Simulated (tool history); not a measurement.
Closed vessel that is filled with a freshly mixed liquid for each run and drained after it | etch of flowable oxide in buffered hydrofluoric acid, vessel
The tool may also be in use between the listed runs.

run  hour  temperature setpoint of the liquid (K)  parts of 40 % ammonium fluoride to one part of 49 % hydrofluoric acid (parts by volume)  time in the liquid (s)  thickness taken off the flowable oxide on a monitor wafer (nm)
  1     0                                  298.15                                                                                     18.5                      90                                                          182.37
  2   5.7                                  296.15                                                                                     18.5                      90                                                          166.69
  3    12                                  299.15                                                                                     18.5                      90                                                          194.31
  4  20.7                                  299.15                                                                                     18.5                      90                                                          194.12
  5  24.2                                  299.15                                                                                     18.5                      90                                                          194.09
  6  29.6                                  296.65                                                                                     18.5                      90                                                          168.43
  7    33                                  295.15                                                                                     18.5                      90                                                          155.99
  8  34.9                                  294.15                                                                                     18.5                      90                                                          147.05
  9  37.3                                  293.65                                                                                     18.5                      90                                                          143.85
 10  42.8                                  293.15                                                                                     18.5                      90                                                          138.84

The next listed run, before its measurement:
     49.3  -- thermometer replaced
 11  49.3                                  291.15                                                                                     18.5                      90                                                               ?

thickness taken off the flowable oxide on a monitor wafer (nm): 110.28
